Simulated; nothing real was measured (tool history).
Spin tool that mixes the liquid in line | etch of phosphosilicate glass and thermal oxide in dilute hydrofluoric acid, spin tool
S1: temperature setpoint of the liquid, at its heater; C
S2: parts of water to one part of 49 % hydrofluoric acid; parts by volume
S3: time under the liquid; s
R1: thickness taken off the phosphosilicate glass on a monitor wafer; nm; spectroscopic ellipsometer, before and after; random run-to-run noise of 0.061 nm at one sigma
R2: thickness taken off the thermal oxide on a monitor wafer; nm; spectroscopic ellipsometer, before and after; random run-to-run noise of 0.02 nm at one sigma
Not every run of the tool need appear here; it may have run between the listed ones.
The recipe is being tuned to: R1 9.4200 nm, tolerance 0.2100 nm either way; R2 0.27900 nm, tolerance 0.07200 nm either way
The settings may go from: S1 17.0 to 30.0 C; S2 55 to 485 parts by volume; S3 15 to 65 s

run 1 hour=0.0 | S1=22.0 S2=270 S3=35 | R1=15.4680 R2=0.49295
run 2 hour=6.0 | S1=21.5 S2=280 S3=35 | R1=14.8110 R2=0.43529
run 3 hour=8.0 | S1=21.5 S2=210 S3=35 | R1=20.7400 R2=0.54912
run 4 hour=15.7 | S1=21.5 S2=150 S3=35 | R1=31.0980 R2=0.89729
run 5 hour=17.1 | S1=21.0 S2=170 S3=35 | R1=26.2400 R2=0.82001
run 6 hour=20.3 | S1=20.5 S2=190 S3=35 | R1=22.9580 R2=0.65656
run 7 hour=22.8 | S1=20.0 S2=205 S3=35 | R1=20.1720 R2=0.60855
run 8 hour=31.7 | S1=19.5 S2=220 S3=35 | R1=18.4020 R2=0.56756
run 9 hour=40.7 | S1=19.0 S2=235 S3=35 | R1=16.5020 R2=0.46787
run 10 hour=48.7 | S1=19.0 S2=245 S3=35 | R1=15.9440 R2=0.43810
run 11 hour=56.0 | S1=19.0 S2=255 S3=35 | R1=14.9410 R2=0.45001
run 12 hour=63.0 | S1=19.0 S2=265 S3=35 | R1=14.4860 R2=0.44055
run 13 hour=70.4 | S1=19.0 S2=275 S3=35 | R1=13.5120 R2=0.47747
run 14 hour=74.8 | S1=19.0 S2=280 S3=35 | R1=13.2450 R2=0.35115
run 15 hour=77.1 | S1=19.0 S2=285 S3=35 | R1=13.1010 R2=0.39709
run 16 hour=79.0 | S1=19.0 S2=290 S3=35 | R1=12.7490 R2=0.33694
run 17 hour=85.7 | S1=19.0 S2=295 S3=35 | R1=12.6140 R2=0.35983
run 18 hour=91.7 | S1=19.0 S2=300 S3=35 | R1=12.3590 R2=0.35858
run 19 hour=93.0 | S1=19.0 S2=305 S3=35 | R1=12.1530 R2=0.36581
run 20 hour=100.4 | S1=19.0 S2=310 S3=35 | R1=11.9050 R2=0.38193
run 21 hour=105.7 | S1=19.0 S2=315 S3=35 | R1=11.3420 R2=0.33916
run 22 hour=106.7 | S1=19.0 S2=320 S3=35 | R1=11.2870 R2=0.34950
run 23 hour=111.8 | S1=19.0 S2=325 S3=35 | R1=11.0990 R2=0.31671
run 24 hour=117.1 | S1=18.0 S2=335 S3=35 | R1=10.3310 R2=0.26817

4 candidate next runs follow, results not yet known. Just one meets every target within its allowed miss. Identify it.
run A hour=122.4 | S1=20.5 S2=310 S3=25 | R1=? R2=?
run B hour=122.4 | S1=22.0 S2=365 S3=30 | R1=? R2=?
run C hour=122.4 | S1=17.0 S2=330 S3=35 | R1=? R2=?
run D hour=122.4 | S1=19.0 S2=285 S3=25 | R1=? R2=?

move=A R1=8.8007 R2=0.27988
move=B R1=9.0049 R2=0.28638
move=C R1=10.0070 R2=0.31823
move=D R1=9.2642 R2=0.29462
A: moves the result that the last run missed by most past its target, out the other side
B: moves the result that the last run missed by most past its target, out the other side
C: moves toward the targets from the last run without getting all of them in spec
D: all results in spec
Correct choice: D, which meets every target
